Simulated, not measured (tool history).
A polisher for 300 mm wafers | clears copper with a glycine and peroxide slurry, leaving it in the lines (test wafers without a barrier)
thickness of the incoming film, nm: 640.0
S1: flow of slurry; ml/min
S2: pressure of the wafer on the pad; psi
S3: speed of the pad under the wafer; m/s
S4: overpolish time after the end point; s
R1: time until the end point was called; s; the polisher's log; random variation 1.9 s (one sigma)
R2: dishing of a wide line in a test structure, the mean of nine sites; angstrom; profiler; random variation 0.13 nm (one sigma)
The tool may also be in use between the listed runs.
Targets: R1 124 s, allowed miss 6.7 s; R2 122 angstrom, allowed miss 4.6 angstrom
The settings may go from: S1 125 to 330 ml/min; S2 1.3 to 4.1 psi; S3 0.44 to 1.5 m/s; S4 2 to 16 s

run    day   S1   S2    S3  S4      R1      R2
  1      0  210  2.7  0.96   8  104.19   328.4
  2  0.038  210  3.2  0.96   8  93.267  366.05
  3  0.133  230  3.2  0.96   8  91.582  378.71
  4  0.508  230  3.2  0.74   8  109.76  321.28
  5  0.629  200  2.9  0.76   6  118.94  239.41
  6  0.792  200  2.5  0.76   6  135.74  215.32
  7  0.842  140  1.8  0.98   2   152.8  67.517
  8  1.146  200    2  1.04   2  127.36  81.712
  9  1.346  225  2.1  0.96   2  130.02  80.408

5 next moves are on the table. One of them brings every result within its allowed miss. Which?
  A  1.546  225  1.4  1.28   3   ?   ?
  B  1.546  195    2  0.88   4   ?   ?
  C  1.546  270  1.9  0.94   3   ?   ?
  D  1.546  225  2.2   1.1   2   ?   ?
  E  1.546  215    2  1.04   3   ?   ?

move      R1      R2
   A  137.74  108.23
   B  142.44  137.88
   C  135.17  110.62
   D  109.02  92.246
   E  123.64  120.08
A: nearer than the last run, and not there yet
B: takes the result that was furthest off past its target
C: nearer than the last run, and not there yet
D: nearer than the last run, and not there yet
E: meets every target
Answer: E
